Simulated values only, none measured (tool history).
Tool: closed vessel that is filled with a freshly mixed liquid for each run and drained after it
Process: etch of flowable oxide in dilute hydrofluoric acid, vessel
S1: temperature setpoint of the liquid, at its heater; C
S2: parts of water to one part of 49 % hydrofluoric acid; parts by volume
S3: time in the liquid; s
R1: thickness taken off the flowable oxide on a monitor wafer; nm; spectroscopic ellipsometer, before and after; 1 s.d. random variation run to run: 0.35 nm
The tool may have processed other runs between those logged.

{"run": 1, "day": 0.0, "S1": 23, "S2": 70, "S3": 100, "R1": 38.381}
{"run": 2, "day": 0.308, "S1": 23, "S2": 55, "S3": 100, "R1": 50.321}
{"run": 3, "day": 0.496, "S1": 23, "S2": 65, "S3": 100, "R1": 41.598}
{"run": 4, "day": 0.633, "S1": 25, "S2": 65, "S3": 100, "R1": 45.156}
{"run": 5, "day": 0.892, "S1": 25, "S2": 85, "S3": 100, "R1": 33.93}
{"run": 6, "day": 1.238, "S1": 25, "S2": 65, "S3": 100, "R1": 45.364}
{"run": 7, "day": 1.479, "S1": 26, "S2": 60, "S3": 100, "R1": 51.688}
{"run": 8, "day": 1.608, "S1": 26.5, "S2": 60, "S3": 100, "R1": 52.743}
{"run": 9, "day": 1.912, "S1": 27, "S2": 60, "S3": 100, "R1": 53.472}
{"run": 10, "day": 2.183, "S1": 27.5, "S2": 60, "S3": 100, "R1": 54.869}
{"run": 11, "day": 2.504, "S1": 28, "S2": 60, "S3": 100, "R1": 55.776}
{"day": 2.771, "done": "hydrofluoric acid flow meter replaced"}
{"run": 12, "day": 2.771, "S1": 28.5, "S2": 60, "S3": 100, "R1": 61.711}
{"run": 13, "day": 3.075, "S1": 29, "S2": 60, "S3": 100, "R1": 63.115}
{"run": 14, "day": 3.183, "S1": 29.5, "S2": 60, "S3": 100, "R1": 64.665}
{"run": 15, "day": 3.317, "S1": 30.5, "S2": 55, "S3": 100, "R1": 73.89}
{"run": 16, "day": 3.446, "S1": 30.5, "S2": 55, "S3": 100, "R1": 73.462}
{"run": 17, "day": 3.596, "S1": 31, "S2": 55, "S3": 100, "R1": 75.17}
{"run": 18, "day": 3.712, "S1": 31, "S2": 55, "S3": 100, "R1": 74.853}

Estimate the outcome of run 19 from the log above:
{"run": 19, "day": 3.942, "S1": 31, "S2": 50, "S3": 100, "R1": "?"}

{"run 19": {"R1": 83.162}}

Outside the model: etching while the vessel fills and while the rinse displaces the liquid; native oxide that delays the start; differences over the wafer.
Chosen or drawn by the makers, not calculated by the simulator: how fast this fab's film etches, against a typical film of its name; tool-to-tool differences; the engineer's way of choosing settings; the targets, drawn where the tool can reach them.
